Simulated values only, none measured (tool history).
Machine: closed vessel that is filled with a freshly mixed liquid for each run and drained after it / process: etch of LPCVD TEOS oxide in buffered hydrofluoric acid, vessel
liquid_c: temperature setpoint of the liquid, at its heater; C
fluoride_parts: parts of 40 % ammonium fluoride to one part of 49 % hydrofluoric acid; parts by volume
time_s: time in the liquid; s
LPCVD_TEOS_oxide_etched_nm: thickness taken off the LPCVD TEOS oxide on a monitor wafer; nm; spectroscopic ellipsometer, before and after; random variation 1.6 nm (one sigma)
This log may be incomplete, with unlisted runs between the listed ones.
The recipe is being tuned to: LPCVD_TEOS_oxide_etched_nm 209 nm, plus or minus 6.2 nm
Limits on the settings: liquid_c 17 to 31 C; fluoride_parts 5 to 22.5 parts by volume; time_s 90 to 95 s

run 1 day=0 | liquid_c=23 fluoride_parts=13.5 time_s=90 | LPCVD_TEOS_oxide_etched_nm=129.89
run 2 day=0.162 | liquid_c=23 fluoride_parts=13.5 time_s=90 | LPCVD_TEOS_oxide_etched_nm=131.59
run 3 day=0.254 | liquid_c=23 fluoride_parts=10 time_s=90 | LPCVD_TEOS_oxide_etched_nm=172.59
run 4 day=0.35 | liquid_c=23.5 fluoride_parts=10 time_s=90 | LPCVD_TEOS_oxide_etched_nm=177.47
run 5 day=0.446 | liquid_c=23.5 fluoride_parts=6 time_s=90 | LPCVD_TEOS_oxide_etched_nm=283.02
run 6 day=0.746 | liquid_c=23.5 fluoride_parts=5 time_s=90 | LPCVD_TEOS_oxide_etched_nm=334.26
run 7 day=0.954 | liquid_c=22.5 fluoride_parts=5 time_s=90 | LPCVD_TEOS_oxide_etched_nm=316.6
run 8 day=1.075 | liquid_c=21.5 fluoride_parts=5.5 time_s=90 | LPCVD_TEOS_oxide_etched_nm=277.94
run 9 day=1.329 | liquid_c=21 fluoride_parts=5.5 time_s=90 | LPCVD_TEOS_oxide_etched_nm=269.03
run 10 day=1.412 | liquid_c=20.5 fluoride_parts=5.5 time_s=90 | LPCVD_TEOS_oxide_etched_nm=259.62
run 11 day=1.604 | liquid_c=20 fluoride_parts=5.5 time_s=90 | LPCVD_TEOS_oxide_etched_nm=253.84
run 12 day=1.888 | liquid_c=19.5 fluoride_parts=5.5 time_s=90 | LPCVD_TEOS_oxide_etched_nm=249.36
run 13 day=1.996 | liquid_c=19 fluoride_parts=5.5 time_s=90 | LPCVD_TEOS_oxide_etched_nm=237.58
run 14 day=2.329 | liquid_c=18.5 fluoride_parts=5.5 time_s=90 | LPCVD_TEOS_oxide_etched_nm=233.51
run 15 day=2.546 | liquid_c=17.5 fluoride_parts=5.5 time_s=90 | LPCVD_TEOS_oxide_etched_nm=221.47
run 16 day=2.75 | liquid_c=17 fluoride_parts=6 time_s=90 | LPCVD_TEOS_oxide_etched_nm=196.2

Exactly one of the 5 candidate moves below puts every result within its allowed miss. Which one?
run A day=2.954 | liquid_c=17 fluoride_parts=6.5 time_s=95 | LPCVD_TEOS_oxide_etched_nm=?
run B day=2.954 | liquid_c=18.5 fluoride_parts=7.5 time_s=90 | LPCVD_TEOS_oxide_etched_nm=?
run C day=2.954 | liquid_c=17 fluoride_parts=5.5 time_s=95 | LPCVD_TEOS_oxide_etched_nm=?
run D day=2.954 | liquid_c=18 fluoride_parts=6 time_s=90 | LPCVD_TEOS_oxide_etched_nm=?
run E day=2.954 | liquid_c=17 fluoride_parts=7 time_s=95 | LPCVD_TEOS_oxide_etched_nm=?

move=A LPCVD_TEOS_oxide_etched_nm=199.29
move=B LPCVD_TEOS_oxide_etched_nm=178.91
move=C LPCVD_TEOS_oxide_etched_nm=229.99
move=D LPCVD_TEOS_oxide_etched_nm=214.2
move=E LPCVD_TEOS_oxide_etched_nm=186.85
A: nearer the targets than the last run, but a result is still out of spec
B: its largest miss is bigger than the last run's
C: moves the result that the last run missed by most past its target, out the other side
D: each result inside its tolerance
E: its largest miss is bigger than the last run's
The right move is D.

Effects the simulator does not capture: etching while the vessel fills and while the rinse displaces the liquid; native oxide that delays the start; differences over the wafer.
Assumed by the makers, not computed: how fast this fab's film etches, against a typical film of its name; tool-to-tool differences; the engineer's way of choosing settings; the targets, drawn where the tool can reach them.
